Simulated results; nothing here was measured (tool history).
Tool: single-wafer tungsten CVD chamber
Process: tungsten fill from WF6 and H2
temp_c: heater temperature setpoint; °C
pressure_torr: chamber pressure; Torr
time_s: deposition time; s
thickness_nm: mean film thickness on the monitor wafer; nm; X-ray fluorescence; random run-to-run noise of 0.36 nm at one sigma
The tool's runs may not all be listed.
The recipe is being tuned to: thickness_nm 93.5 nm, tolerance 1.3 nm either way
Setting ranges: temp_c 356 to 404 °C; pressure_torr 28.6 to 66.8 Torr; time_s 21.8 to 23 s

run,hour,temp_c,pressure_torr,time_s,thickness_nm
1,0,380,47.7,23,57.919
2,7.3,380,47.7,21.8,54.863
3,10.5,380,41,21.8,50.577
4,15.3,380,41,21.8,50.926
5,21,383,42.1,21.8,54.174
6,27.6,390,42.1,21.8,60.918
7,32.8,391,43.8,21.8,63.565
8,41.5,392,45.2,21.8,66.225
9,43.9,393,46.3,21.8,67.958
10,52.8,404,55.8,22.1,90.123
11,57.7,404,56.2,22.1,91.512
12,66.1,404,56.4,22.1,91.135
13,72.2,404,56.7,22.1,91.391
14,74.2,404,56.9,22.1,91.111
15,79.3,404,57.2,22.1,92.511
16,80.1,404,57.2,22.1,91.055
17,81.5,404,57.5,22.1,92.073
18,82.1,404,57.5,22.1,91.628

Pick the move, out of 4, that brings all results within their allowed miss; only one does.
A,82.7,400,65.6,21.8,?
B,82.7,395,66.5,23,?
C,82.7,403,57,23,?
D,82.7,401,59.9,22.1,?

move,thickness_nm
A,90.483
B,88.477
C,93.664
D,89.276
A: further off than the last run
B: further off than the last run
C: each result inside its tolerance
D: further off than the last run
Go with C: it meets all targets.

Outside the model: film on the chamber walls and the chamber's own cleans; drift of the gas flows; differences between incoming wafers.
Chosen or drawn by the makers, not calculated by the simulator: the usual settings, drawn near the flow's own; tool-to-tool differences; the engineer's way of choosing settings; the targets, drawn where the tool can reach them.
